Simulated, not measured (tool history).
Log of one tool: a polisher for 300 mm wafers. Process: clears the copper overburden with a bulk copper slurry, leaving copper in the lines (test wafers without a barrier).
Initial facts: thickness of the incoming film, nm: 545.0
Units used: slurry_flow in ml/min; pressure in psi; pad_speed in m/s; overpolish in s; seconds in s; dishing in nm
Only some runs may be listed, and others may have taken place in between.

run,hour,slurry_flow,pressure,pad_speed,slurry_solids,overpolish,seconds,dishing
1,0,200,2.2,1.06,1,29,72.454,85.854
2,2.6,200,2.6,1.06,1,29,60.048,93.356
3,7.8,200,2.6,1.06,1,36,60.184,99.019
4,9.2,200,2.7,1.08,1,34,54.907,100.57
5,11.9,200,3,1.08,1,34,49.597,106.17
6,18.7,200,3,1.08,0.95,34,51.038,106.29

The next listed run, before its measurement:
7,25.7,200,3.1,1.1,0.95,32,?,?

seconds: 49.581 s
dishing: 107.39 nm

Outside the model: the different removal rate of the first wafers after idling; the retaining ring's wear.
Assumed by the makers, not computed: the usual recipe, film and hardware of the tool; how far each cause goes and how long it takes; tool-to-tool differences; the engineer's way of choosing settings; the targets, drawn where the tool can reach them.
